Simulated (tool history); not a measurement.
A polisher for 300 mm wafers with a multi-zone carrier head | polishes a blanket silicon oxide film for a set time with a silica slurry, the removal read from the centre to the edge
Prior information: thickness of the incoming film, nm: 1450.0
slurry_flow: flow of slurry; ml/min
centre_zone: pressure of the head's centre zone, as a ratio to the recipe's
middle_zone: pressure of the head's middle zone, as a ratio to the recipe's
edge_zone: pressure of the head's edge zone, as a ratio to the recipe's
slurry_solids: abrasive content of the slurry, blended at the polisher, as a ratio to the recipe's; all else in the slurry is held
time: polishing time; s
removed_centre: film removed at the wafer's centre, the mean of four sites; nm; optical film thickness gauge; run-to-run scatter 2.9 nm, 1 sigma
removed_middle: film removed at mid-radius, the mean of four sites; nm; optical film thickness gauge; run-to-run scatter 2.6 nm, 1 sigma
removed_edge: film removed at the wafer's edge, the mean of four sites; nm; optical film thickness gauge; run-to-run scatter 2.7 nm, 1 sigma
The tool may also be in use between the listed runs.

run	hour	slurry_flow	centre_zone	middle_zone	edge_zone	slurry_solids	time	removed_centre	removed_middle	removed_edge
1	0.0	250	1.00	1.00	1.00	1.00	64	341.99	329.95	341.58
2	1.6	250	1.00	1.00	1.00	0.90	64	325.46	315.92	318.33
3	6.5	250	1.00	1.00	1.05	0.90	64	322.40	315.63	327.52
4	10.7	305	1.00	1.00	1.05	0.90	64	331.80	327.48	327.17
5	11.3	300	0.96	0.98	1.05	0.80	62	291.64	286.58	297.29
6	14.2	295	0.92	0.99	1.05	0.70	61	241.88	266.79	271.41
7	22.7	295	0.90	0.97	1.02	0.65	61	234.82	246.74	251.25

Forecast run 8:
8	24.6	285	0.88	0.97	1.01	0.65	61	?	?	?

Run 8 produced removed_centre 223.62 nm, removed_middle 241.38 nm, removed_edge 246.07 nm.
